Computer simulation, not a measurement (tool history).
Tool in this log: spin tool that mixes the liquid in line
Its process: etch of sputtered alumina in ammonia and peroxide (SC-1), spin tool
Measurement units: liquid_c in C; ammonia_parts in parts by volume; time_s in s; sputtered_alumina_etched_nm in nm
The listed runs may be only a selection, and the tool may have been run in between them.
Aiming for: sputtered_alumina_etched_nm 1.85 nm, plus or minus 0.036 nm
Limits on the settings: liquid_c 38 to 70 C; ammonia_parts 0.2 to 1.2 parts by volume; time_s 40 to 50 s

run	day	liquid_c	ammonia_parts	time_s	sputtered_alumina_etched_nm
1	0	54	0.7	50	2.773
2	0.371	54	0.45	50	2.6385
3	0.442	53	0.45	50	2.5198
4	0.521	59.5	0.45	50	3.5597
5	0.758	59.5	0.2	50	3.3097
6	0.875	59.5	0.2	50	3.2952
7	1.192	57.5	0.2	50	2.9632
8	1.504	56	0.2	50	2.7387
9	1.571	54.5	0.2	50	2.5102
10	1.892	53.5	0.2	50	2.4059
11	2.029	52.5	0.2	50	2.3037
12	2.275	47.5	0.2	50	1.7268

Consider the 4 candidate settings below. Which is the only one whose results all fall within their allowed miss of target?
A	2.521	45.5	0.25	50	?
B	2.521	49.5	0.2	50	?
C	2.521	47.5	0.2	45	?
D	2.521	47	0.5	50	?

move	sputtered_alumina_etched_nm
A	1.5899
B	1.9472
C	1.568
D	1.8486
A: further off than the last run
B: carries the result that was furthest off beyond its target, to the other side
C: further off than the last run
D: meets every target
Go with D: it meets all targets.
